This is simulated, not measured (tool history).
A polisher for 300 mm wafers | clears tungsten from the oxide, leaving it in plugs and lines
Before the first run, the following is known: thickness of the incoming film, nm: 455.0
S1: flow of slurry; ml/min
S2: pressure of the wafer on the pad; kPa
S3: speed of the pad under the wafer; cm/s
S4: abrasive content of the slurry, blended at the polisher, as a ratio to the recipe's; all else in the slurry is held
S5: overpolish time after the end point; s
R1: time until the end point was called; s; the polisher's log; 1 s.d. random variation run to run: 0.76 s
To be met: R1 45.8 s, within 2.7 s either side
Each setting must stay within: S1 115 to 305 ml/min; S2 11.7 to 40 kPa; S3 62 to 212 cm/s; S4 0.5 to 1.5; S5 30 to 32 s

run	hour	S1	S2	S3	S4	S5	R1
1	0	195	25.5	136	1	30	61.184
2	1.7	195	26.2	136	1	30	59.995
3	8.3	195	26.2	136	1	32	60.177
4	17	195	26.9	136	1	32	59.21
5	20.7	195	27.6	136	1	32	57.734
6	22.7	195	21.4	136	1	32	70.772
7	31.6	195	22.8	138	1	32	65.05
8	36	195	24.1	140	1	32	63.002

Below are 5 possible settings for the next run. Only one of them brings all results inside the allowed miss of their targets. Which is it?
A	40.4	165	30.3	144	1.05	32	?
B	40.4	200	34.5	176	1	30	?
C	40.4	205	32.4	136	0.85	32	?
D	40.4	140	25.5	98	1.1	32	?
E	40.4	160	36.5	134	1.1	31	?

move	R1
A	50.555
B	36.896
C	52.395
D	85.618
E	45.685
A: nearer than the last run, and not there yet
B: carries the result that was furthest off beyond its target, to the other side
C: nearer than the last run, and not there yet
D: the biggest miss grows against the last run
E: meets every target
E meets every target.
